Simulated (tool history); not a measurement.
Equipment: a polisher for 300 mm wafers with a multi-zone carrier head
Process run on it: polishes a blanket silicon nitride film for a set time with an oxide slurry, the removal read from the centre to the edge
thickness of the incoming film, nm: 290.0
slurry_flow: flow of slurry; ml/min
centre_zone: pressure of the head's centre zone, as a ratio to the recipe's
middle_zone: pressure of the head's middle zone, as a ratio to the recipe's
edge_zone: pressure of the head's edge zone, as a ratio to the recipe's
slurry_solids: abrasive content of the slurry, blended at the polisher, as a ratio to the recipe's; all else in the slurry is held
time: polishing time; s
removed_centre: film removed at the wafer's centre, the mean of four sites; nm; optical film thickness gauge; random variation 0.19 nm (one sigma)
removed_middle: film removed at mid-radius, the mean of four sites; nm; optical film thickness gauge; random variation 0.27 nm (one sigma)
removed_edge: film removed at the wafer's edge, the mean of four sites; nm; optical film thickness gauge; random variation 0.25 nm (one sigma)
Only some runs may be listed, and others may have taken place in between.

Run 1, day 0.000: slurry_flow 295 ml/min, centre_zone 1.00, middle_zone 1.00, edge_zone 1.00, slurry_solids 1.00, time 83 s. Result: removed_centre 40.744 nm, removed_middle 37.239 nm, removed_edge 38.677 nm.
Run 2, day 0.171: slurry_flow 295 ml/min, centre_zone 1.00, middle_zone 1.00, edge_zone 1.08, slurry_solids 1.00, time 83 s. Result: removed_centre 40.063 nm, removed_middle 38.005 nm, removed_edge 41.726 nm.
Run 3, day 0.283: slurry_flow 295 ml/min, centre_zone 1.00, middle_zone 1.00, edge_zone 1.01, slurry_solids 1.00, time 83 s. Result: removed_centre 40.412 nm, removed_middle 37.844 nm, removed_edge 39.271 nm.
Run 4, day 0.329: slurry_flow 295 ml/min, centre_zone 1.00, middle_zone 1.00, edge_zone 1.01, slurry_solids 1.00, time 73 s. Result: removed_centre 35.936 nm, removed_middle 32.942 nm, removed_edge 34.891 nm.
Run 5, day 0.525: slurry_flow 295 ml/min, centre_zone 0.98, middle_zone 0.97, edge_zone 0.97, slurry_solids 0.90, time 71 s. Result: removed_centre 32.541 nm, removed_middle 30.830 nm, removed_edge 32.095 nm.
Run 6, day 0.608: slurry_flow 295 ml/min, centre_zone 1.00, middle_zone 0.94, edge_zone 0.95, slurry_solids 0.80, time 68 s. Result: removed_centre 31.020 nm, removed_middle 27.600 nm, removed_edge 29.212 nm.
Run 7, day 0.854: slurry_flow 290 ml/min, centre_zone 0.95, middle_zone 0.84, edge_zone 0.85, slurry_solids 0.55, time 60 s. Result: removed_centre 23.044 nm, removed_middle 19.965 nm, removed_edge 22.203 nm.

What will run 8 give?
Run 8, day 1.204: slurry_flow 295 ml/min, centre_zone 0.96, middle_zone 0.84, edge_zone 0.85, slurry_solids 0.55, time 60 s. Result: removed_centre ?, removed_middle ?, removed_edge ?.

{"run 8": {"removed_centre": 23.665, "removed_middle": 20.096, "removed_edge": 22.224}}
